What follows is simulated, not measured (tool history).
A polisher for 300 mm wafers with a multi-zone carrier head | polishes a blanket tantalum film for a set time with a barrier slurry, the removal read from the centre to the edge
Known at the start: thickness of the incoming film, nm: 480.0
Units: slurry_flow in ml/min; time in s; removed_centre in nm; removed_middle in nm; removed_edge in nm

Run 1, day 0.000: slurry_flow 145 ml/min, centre_zone 1.00, middle_zone 1.00, edge_zone 1.00, slurry_solids 1.00, time 78 s. Result: removed_centre 124.660 nm, removed_middle 124.47 nm, removed_edge 124.20 nm.
Run 2, day 0.333: slurry_flow 145 ml/min, centre_zone 1.00, middle_zone 1.00, edge_zone 0.94, slurry_solids 1.00, time 78 s. Result: removed_centre 125.200 nm, removed_middle 123.09 nm, removed_edge 117.62 nm.
Run 3, day 0.692: slurry_flow 130 ml/min, centre_zone 0.98, middle_zone 0.99, edge_zone 0.96, slurry_solids 1.00, time 78 s. Result: removed_centre 118.830 nm, removed_middle 123.51 nm, removed_edge 117.31 nm.
Run 4, day 0.858: slurry_flow 110 ml/min, centre_zone 0.98, middle_zone 0.99, edge_zone 0.96, slurry_solids 1.00, time 78 s. Result: removed_centre 113.050 nm, removed_middle 116.79 nm, removed_edge 115.13 nm.
Run 5, day 1.012: slurry_flow 110 ml/min, centre_zone 0.98, middle_zone 0.99, edge_zone 0.96, slurry_solids 1.00, time 68 s. Result: removed_centre 99.867 nm, removed_middle 104.08 nm, removed_edge 100.40 nm.
Run 6, day 1.271: slurry_flow 110 ml/min, centre_zone 0.98, middle_zone 0.99, edge_zone 0.96, slurry_solids 1.15, time 68 s. Result: removed_centre 103.440 nm, removed_middle 105.32 nm, removed_edge 101.56 nm.

Run 7 comes next. What will it give?
Run 7, day 1.500: slurry_flow 115 ml/min, centre_zone 0.98, middle_zone 0.99, edge_zone 1.00, slurry_solids 1.15, time 68 s. Result: removed_centre ?, removed_middle ?, removed_edge ?.

removed_centre: 105.440 nm
removed_middle: 108.36 nm
removed_edge: 104.92 nm

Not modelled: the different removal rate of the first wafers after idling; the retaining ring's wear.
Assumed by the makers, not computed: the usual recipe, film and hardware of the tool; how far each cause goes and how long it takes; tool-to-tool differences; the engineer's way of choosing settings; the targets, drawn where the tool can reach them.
